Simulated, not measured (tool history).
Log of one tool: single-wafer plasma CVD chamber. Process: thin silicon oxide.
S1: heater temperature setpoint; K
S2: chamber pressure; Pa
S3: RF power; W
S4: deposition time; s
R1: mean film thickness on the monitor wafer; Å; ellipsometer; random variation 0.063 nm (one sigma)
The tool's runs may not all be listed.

run,hour,S1,S2,S3,S4,R1
1,0.0,688.15,72.1,270,13.3,146.28
2,8.9,688.15,72.8,270,13.3,148.24
3,13.9,684.15,72.8,270,13.3,148.26
4,14.4,684.15,72.8,270,13.3,147.73
5,23.0,684.15,73.5,270,13.3,150.14
6,27.8,684.15,74.0,270,13.3,150.22
7,30.9,684.15,74.5,270,13.3,151.89
8,32.9,684.15,74.9,270,13.3,152.13

The next listed run, before its measurement:
9,39.1,684.15,75.3,270,13.3,?

R1: 154.47 Å

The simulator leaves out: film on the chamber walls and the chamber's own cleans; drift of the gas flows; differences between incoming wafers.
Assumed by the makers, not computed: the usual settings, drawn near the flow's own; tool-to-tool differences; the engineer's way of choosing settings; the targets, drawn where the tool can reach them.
